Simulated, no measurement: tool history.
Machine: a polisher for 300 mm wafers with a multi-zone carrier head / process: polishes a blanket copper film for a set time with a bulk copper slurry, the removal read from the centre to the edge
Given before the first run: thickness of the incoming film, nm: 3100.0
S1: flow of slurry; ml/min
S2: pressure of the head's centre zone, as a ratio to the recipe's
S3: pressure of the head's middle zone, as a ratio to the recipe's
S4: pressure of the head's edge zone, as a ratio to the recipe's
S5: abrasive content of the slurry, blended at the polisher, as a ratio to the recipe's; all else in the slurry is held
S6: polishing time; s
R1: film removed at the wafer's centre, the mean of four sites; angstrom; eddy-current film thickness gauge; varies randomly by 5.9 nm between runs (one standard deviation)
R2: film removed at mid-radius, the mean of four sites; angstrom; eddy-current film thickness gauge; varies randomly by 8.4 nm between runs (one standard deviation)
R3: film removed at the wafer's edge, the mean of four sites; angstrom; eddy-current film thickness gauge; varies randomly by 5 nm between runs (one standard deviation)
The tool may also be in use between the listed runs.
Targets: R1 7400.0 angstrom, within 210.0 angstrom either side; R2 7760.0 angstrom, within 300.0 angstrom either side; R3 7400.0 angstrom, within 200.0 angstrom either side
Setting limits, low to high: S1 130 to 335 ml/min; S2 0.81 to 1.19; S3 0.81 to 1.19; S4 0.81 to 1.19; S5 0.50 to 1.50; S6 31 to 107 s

{"run": 1, "hour": 0.0, "S1": 215, "S2": 1.0, "S3": 1.0, "S4": 1.0, "S5": 1.0, "S6": 69, "R1": 6399.8, "R2": 6682.4, "R3": 6332.5}
{"run": 2, "hour": 2.8, "S1": 225, "S2": 1.01, "S3": 1.01, "S4": 1.03, "S5": 1.05, "S6": 69, "R1": 6696.6, "R2": 6729.6, "R3": 6522.9}
{"run": 3, "hour": 8.6, "S1": 230, "S2": 1.01, "S3": 1.03, "S4": 1.05, "S5": 1.1, "S6": 69, "R1": 6718.4, "R2": 7181.3, "R3": 6627.6}
{"run": 4, "hour": 11.2, "S1": 190, "S2": 1.01, "S3": 1.03, "S4": 1.05, "S5": 1.1, "S6": 69, "R1": 6559.6, "R2": 6823.9, "R3": 6480.0}
{"run": 5, "hour": 14.5, "S1": 190, "S2": 0.94, "S3": 1.03, "S4": 1.05, "S5": 1.1, "S6": 69, "R1": 6025.8, "R2": 6798.7, "R3": 6449.0}
{"run": 6, "hour": 22.3, "S1": 205, "S2": 0.96, "S3": 1.03, "S4": 1.07, "S5": 1.1, "S6": 69, "R1": 6199.3, "R2": 6923.3, "R3": 6551.1}
{"run": 7, "hour": 30.7, "S1": 220, "S2": 0.97, "S3": 1.03, "S4": 1.09, "S5": 1.1, "S6": 69, "R1": 6356.4, "R2": 6952.7, "R3": 6702.8}
{"run": 8, "hour": 37.3, "S1": 230, "S2": 0.98, "S3": 1.03, "S4": 1.1, "S5": 1.1, "S6": 69, "R1": 6465.9, "R2": 7168.6, "R3": 6738.0}
{"run": 9, "hour": 42.5, "S1": 240, "S2": 0.99, "S3": 1.03, "S4": 1.11, "S5": 1.1, "S6": 69, "R1": 6584.2, "R2": 6936.7, "R3": 6769.5}
{"run": 10, "hour": 45.3, "S1": 245, "S2": 1.0, "S3": 1.04, "S4": 1.12, "S5": 1.15, "S6": 69, "R1": 6798.0, "R2": 7171.1, "R3": 6910.4}
{"run": 11, "hour": 48.0, "S1": 255, "S2": 1.0, "S3": 1.05, "S4": 1.13, "S5": 1.15, "S6": 69, "R1": 6936.7, "R2": 7261.4, "R3": 6999.5}
{"run": 12, "hour": 55.5, "S1": 265, "S2": 1.0, "S3": 1.06, "S4": 1.14, "S5": 1.15, "S6": 69, "R1": 6833.5, "R2": 7243.1, "R3": 7088.2}
{"run": 13, "hour": 58.8, "S1": 270, "S2": 1.01, "S3": 1.07, "S4": 1.14, "S5": 1.15, "S6": 69, "R1": 6933.4, "R2": 7416.1, "R3": 7002.8}
{"run": 14, "hour": 61.5, "S1": 275, "S2": 1.01, "S3": 1.07, "S4": 1.15, "S5": 1.15, "S6": 69, "R1": 6910.3, "R2": 7513.9, "R3": 7131.8}

Consider the 4 candidate settings below. Which is the only one whose results all fall within their allowed miss of target?
{"run": "A", "hour": 64.2, "S1": 310, "S2": 1.07, "S3": 1.17, "S4": 1.1, "S5": 1.15, "S6": 68, "R1": "?", "R2": "?", "R3": "?"}
{"run": "B", "hour": 64.2, "S1": 270, "S2": 0.98, "S3": 1.11, "S4": 1.16, "S5": 1.1, "S6": 72, "R1": "?", "R2": "?", "R3": "?"}
{"run": "C", "hour": 64.2, "S1": 240, "S2": 1.01, "S3": 1.06, "S4": 1.11, "S5": 1.2, "S6": 73, "R1": "?", "R2": "?", "R3": "?"}
{"run": "D", "hour": 64.2, "S1": 200, "S2": 0.93, "S3": 1.11, "S4": 1.16, "S5": 1.1, "S6": 70, "R1": "?", "R2": "?", "R3": "?"}

move=A R1=7347.8 R2=8083.9 R3=6880.1
move=B R1=6929.5 R2=8009.6 R3=7325.9
move=C R1=7312.1 R2=7923.3 R3=7370.6
move=D R1=6150.6 R2=7526.3 R3=6940.5
A: meets the target for the result that was furthest off, but another lies outside its allowed miss
B: no nearer and no further than the last run
C: meets every target
D: misses by more than the last run did
C meets every target.

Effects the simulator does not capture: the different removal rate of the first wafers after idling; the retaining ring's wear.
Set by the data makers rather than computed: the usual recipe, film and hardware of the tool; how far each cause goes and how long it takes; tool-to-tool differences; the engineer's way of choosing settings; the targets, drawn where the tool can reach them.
